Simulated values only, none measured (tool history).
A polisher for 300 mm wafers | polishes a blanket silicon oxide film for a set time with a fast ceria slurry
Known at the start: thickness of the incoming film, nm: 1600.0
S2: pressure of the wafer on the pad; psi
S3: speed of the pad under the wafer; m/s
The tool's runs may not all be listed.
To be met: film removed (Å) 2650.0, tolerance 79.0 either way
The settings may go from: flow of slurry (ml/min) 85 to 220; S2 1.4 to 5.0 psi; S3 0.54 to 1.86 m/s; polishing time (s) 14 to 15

{"run": 1, "day": 0.0, "flow of slurry (ml/min)": 140, "S2": 3.2, "S3": 1.18, "polishing time (s)": 15, "film removed (Å)": 3296.0}
{"run": 2, "day": 0.112, "flow of slurry (ml/min)": 135, "S2": 3.1, "S3": 1.18, "polishing time (s)": 15, "film removed (Å)": 3153.9}
{"run": 3, "day": 0.304, "flow of slurry (ml/min)": 105, "S2": 3.1, "S3": 1.18, "polishing time (s)": 15, "film removed (Å)": 3010.3}
{"run": 4, "day": 0.604, "flow of slurry (ml/min)": 105, "S2": 3.1, "S3": 1.44, "polishing time (s)": 15, "film removed (Å)": 3695.8}
{"run": 5, "day": 0.85, "flow of slurry (ml/min)": 85, "S2": 3.1, "S3": 1.44, "polishing time (s)": 15, "film removed (Å)": 3530.3}
{"run": 6, "day": 1.146, "flow of slurry (ml/min)": 85, "S2": 3.1, "S3": 1.34, "polishing time (s)": 15, "film removed (Å)": 3285.9}
{"run": 7, "day": 1.283, "flow of slurry (ml/min)": 85, "S2": 3.0, "S3": 1.34, "polishing time (s)": 15, "film removed (Å)": 3202.2}
{"day": 1.538, "done": "head pressure recalibrated"}
{"run": 8, "day": 1.538, "flow of slurry (ml/min)": 85, "S2": 2.9, "S3": 1.34, "polishing time (s)": 15, "film removed (Å)": 2878.5}
{"run": 9, "day": 1.821, "flow of slurry (ml/min)": 85, "S2": 2.8, "S3": 1.34, "polishing time (s)": 15, "film removed (Å)": 2746.2}

Below are 4 possible settings for the next run. Only one of them brings all results inside the allowed miss of their targets. Which is it?
{"run": "A", "day": 2.104, "flow of slurry (ml/min)": 105, "S2": 3.3, "S3": 1.14, "polishing time (s)": 15, "film removed (Å)": "?"}
{"run": "B", "day": 2.104, "flow of slurry (ml/min)": 85, "S2": 2.9, "S3": 1.32, "polishing time (s)": 14, "film removed (Å)": "?"}
{"run": "C", "day": 2.104, "flow of slurry (ml/min)": 85, "S2": 3.0, "S3": 1.34, "polishing time (s)": 15, "film removed (Å)": "?"}
{"run": "D", "day": 2.104, "flow of slurry (ml/min)": 85, "S2": 3.5, "S3": 1.2, "polishing time (s)": 14, "film removed (Å)": "?"}

move=A film_removed_(Å)=2928.2
move=B film_removed_(Å)=2662.1
move=C film_removed_(Å)=2989.0
move=D film_removed_(Å)=2903.2
A: moves away from the targets compared with the last run
B: hits every target within its allowed miss
C: moves away from the targets compared with the last run
D: moves away from the targets compared with the last run
Correct choice: B, which meets every target
